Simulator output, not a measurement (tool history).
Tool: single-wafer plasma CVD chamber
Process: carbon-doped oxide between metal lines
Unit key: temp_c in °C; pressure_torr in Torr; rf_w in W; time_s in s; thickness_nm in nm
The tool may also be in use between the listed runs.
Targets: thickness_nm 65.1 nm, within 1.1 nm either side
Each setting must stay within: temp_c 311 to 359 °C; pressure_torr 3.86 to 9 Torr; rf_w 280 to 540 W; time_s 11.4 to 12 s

Run 1, hour 0: temp_c 335 °C, pressure_torr 6.43 Torr, rf_w 410 W, time_s 12 s. Result: thickness_nm 53.722 nm.
Run 2, hour 1.4: temp_c 335 °C, pressure_torr 6.43 Torr, rf_w 360 W, time_s 12 s. Result: thickness_nm 49.782 nm.
Run 3, hour 6.2: temp_c 330 °C, pressure_torr 6.73 Torr, rf_w 395 W, time_s 12 s. Result: thickness_nm 53.772 nm.
Run 4, hour 11.5: temp_c 326 °C, pressure_torr 7 Torr, rf_w 420 W, time_s 12 s. Result: thickness_nm 57.395 nm.
Run 5, hour 18.6: temp_c 323 °C, pressure_torr 7.27 Torr, rf_w 430 W, time_s 12 s. Result: thickness_nm 58.64 nm.
Run 6, hour 24.5: temp_c 321 °C, pressure_torr 7.37 Torr, rf_w 445 W, time_s 12 s. Result: thickness_nm 60.649 nm.
Run 7, hour 29.4: temp_c 319 °C, pressure_torr 7.47 Torr, rf_w 455 W, time_s 12 s. Result: thickness_nm 61.837 nm.
Run 8, hour 37.7: temp_c 318 °C, pressure_torr 7.56 Torr, rf_w 460 W, time_s 12 s. Result: thickness_nm 63.172 nm.
Run 9, hour 43.2: temp_c 317 °C, pressure_torr 7.63 Torr, rf_w 460 W, time_s 12 s. Result: thickness_nm 63.758 nm.
Run 10, hour 52.1: temp_c 316 °C, pressure_torr 7.68 Torr, rf_w 460 W, time_s 12 s. Result: thickness_nm 63.415 nm.

5 next moves are on the table. One of them brings every result within its allowed miss. Which?
Run A, hour 61: temp_c 324 °C, pressure_torr 9 Torr, rf_w 455 W, time_s 12 s. Result: thickness_nm ?.
Run B, hour 61: temp_c 326 °C, pressure_torr 7.52 Torr, rf_w 525 W, time_s 11.9 s. Result: thickness_nm ?.
Run C, hour 61: temp_c 319 °C, pressure_torr 7.69 Torr, rf_w 450 W, time_s 11.9 s. Result: thickness_nm ?.
Run D, hour 61: temp_c 313 °C, pressure_torr 7.68 Torr, rf_w 440 W, time_s 11.9 s. Result: thickness_nm ?.
Run E, hour 61: temp_c 312 °C, pressure_torr 7.63 Torr, rf_w 450 W, time_s 11.4 s. Result: thickness_nm ?.

move  thickness_nm
   A        61.595
   B        65.277
   C        61.475
   D        62.386
   E        60.906
A: moves away from the targets compared with the last run
B: every result lands within tolerance
C: moves away from the targets compared with the last run
D: moves away from the targets compared with the last run
E: moves away from the targets compared with the last run
The right move is B.
